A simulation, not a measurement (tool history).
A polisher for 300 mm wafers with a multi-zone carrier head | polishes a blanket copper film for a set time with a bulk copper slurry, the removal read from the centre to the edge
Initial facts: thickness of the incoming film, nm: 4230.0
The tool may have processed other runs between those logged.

| run | hour | flow of slurry (ml/min) | pressure of the head's centre zone | pressure of the head's middle zone | pressure of the head's edge zone | abrasive content of the slurry | polishing time (s) | film removed at the wafer's centre (nm) | film removed at mid-radius (nm) | film removed at the wafer's edge (nm) |
|---|---|---|---|---|---|---|---|---|---|---|
| 1 | 0.0 | 280 | 1.00 | 1.00 | 1.00 | 1.00 | 47 | 503.42 | 521.88 | 509.71 |
| 2 | 5.2 | 280 | 1.00 | 1.00 | 1.00 | 1.00 | 52 | 579.84 | 580.29 | 569.15 |
| 3 | 12.1 | 280 | 1.00 | 1.00 | 0.96 | 1.00 | 52 | 568.89 | 574.94 | 550.99 |
| 4 | 13.2 | 280 | 1.00 | 0.97 | 0.96 | 1.00 | 52 | 567.36 | 559.60 | 550.11 |
| 5 | 14.6 | 290 | 0.99 | 1.00 | 0.97 | 1.05 | 52 | 571.90 | 584.53 | 561.50 |
| 6 | 19.4 | 290 | 0.99 | 1.04 | 0.97 | 1.05 | 52 | 574.82 | 599.00 | 555.84 |
| 7 | 21.9 | 300 | 0.97 | 1.06 | 0.98 | 1.10 | 52 | 570.14 | 629.30 | 574.11 |
| 8 | 28.8 | 310 | 0.96 | 1.08 | 0.99 | 1.15 | 52 | 564.15 | 644.62 | 580.95 |
| 9 | 36.9 | 320 | 0.96 | 1.10 | 1.00 | 1.20 | 52 | 573.06 | 654.47 | 603.13 |
| 10 | 38.5 | 320 | 0.95 | 1.11 | 0.99 | 1.25 | 53 | 585.85 | 690.86 | 609.95 |
| 11 | 40.1 | 380 | 0.93 | 1.19 | 1.09 | 1.45 | 54 | 629.36 | 779.97 | 692.05 |
| 12 | 43.8 | 380 | 0.92 | 1.19 | 1.08 | 1.45 | 54 | 619.14 | 769.20 | 686.40 |

Forecast run 13:
| 13 | 50.9 | 375 | 0.91 | 1.19 | 1.06 | 1.45 | 54 | ? | ? | ? |

{"run 13": {"film removed at the wafer's centre (nm)": 616.52, "film removed at mid-radius (nm)": 774.77, "film removed at the wafer's edge (nm)": 680.59}}

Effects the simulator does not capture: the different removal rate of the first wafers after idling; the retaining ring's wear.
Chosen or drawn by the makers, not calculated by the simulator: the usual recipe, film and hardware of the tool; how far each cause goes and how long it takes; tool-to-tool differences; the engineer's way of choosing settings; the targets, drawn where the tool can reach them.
